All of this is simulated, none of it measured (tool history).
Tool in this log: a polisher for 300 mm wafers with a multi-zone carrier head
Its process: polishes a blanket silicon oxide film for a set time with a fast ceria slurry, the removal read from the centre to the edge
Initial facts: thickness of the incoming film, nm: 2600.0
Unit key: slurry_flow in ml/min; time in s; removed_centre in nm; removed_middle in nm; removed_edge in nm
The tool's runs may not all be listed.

run,day,slurry_flow,centre_zone,middle_zone,edge_zone,time,removed_centre,removed_middle,removed_edge
1,0,235,1,1,1,66,1053.1,1071.6,1090.4
2,0.188,235,1,1,1.08,66,1081.7,1057.7,1118.2
3,0.425,230,1.04,1,1.03,55,918.58,885.91,920.55
4,0.742,230,1.04,1,0.97,55,933.83,886.82,884.2
5,0.942,225,1.04,0.98,0.94,49,816.7,771.68,773.01
6,1.308,220,1.05,0.96,0.9,46,790.62,722.99,723.82
7,1.371,220,1.05,0.96,0.9,46,777.83,728.42,716.15
8,1.496,220,1.05,0.96,0.9,46,772.94,714.96,717.19
9,1.829,215,1.06,0.95,0.87,44,745.92,674.19,660.92
10,2.033,200,1.06,0.94,0.86,44,729.53,669.8,665.99
11,2.404,195,1.07,0.93,0.85,43,727.45,648.75,641.55

Predict the results of run 12:
12,2.725,185,1.07,0.92,0.84,43,?,?,?

removed_centre: 718.09 nm
removed_middle: 630.43 nm
removed_edge: 628.58 nm

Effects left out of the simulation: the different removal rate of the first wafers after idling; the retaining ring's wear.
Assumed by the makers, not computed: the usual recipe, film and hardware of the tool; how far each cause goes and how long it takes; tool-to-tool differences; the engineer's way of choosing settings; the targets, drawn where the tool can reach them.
